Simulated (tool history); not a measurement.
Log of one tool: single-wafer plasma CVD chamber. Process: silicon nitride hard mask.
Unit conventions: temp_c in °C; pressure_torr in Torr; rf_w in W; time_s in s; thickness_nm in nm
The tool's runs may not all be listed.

| run | hour | temp_c | pressure_torr | rf_w | time_s | thickness_nm |
|---|---|---|---|---|---|---|
| 1 | 0 | 410 | 1.78 | 225 | 71.6 | 72.262 |
| 2 | 3.9 | 417 | 1.78 | 225 | 71.6 | 71.553 |
| 3 | 8.1 | 417 | 1.78 | 225 | 71.6 | 71.763 |
| 4 | 13 | 417 | 1.78 | 255 | 71.6 | 78.455 |
| 5 | 17.3 | 411 | 1.78 | 255 | 71.6 | 78.802 |
| 6 | 25.2 | 407 | 1.78 | 255 | 71.6 | 78.971 |
| 7 | 27.7 | 409 | 1.42 | 220 | 71.6 | 66.171 |
| 8 | 35.8 | 409 | 1.35 | 210 | 71.6 | 62.577 |
| 9 | 42.5 | 409 | 1.3 | 205 | 71.6 | 60.801 |
| 10 | 48.6 | 409 | 1.3 | 205 | 71.6 | 61.295 |
| 11 | 49.3 | 409 | 1.07 | 175 | 71.6 | 51.477 |

Forecast run 12:
| 12 | 52.4 | 409 | 1.07 | 175 | 71.6 | ? |

thickness_nm: 51.686 nm

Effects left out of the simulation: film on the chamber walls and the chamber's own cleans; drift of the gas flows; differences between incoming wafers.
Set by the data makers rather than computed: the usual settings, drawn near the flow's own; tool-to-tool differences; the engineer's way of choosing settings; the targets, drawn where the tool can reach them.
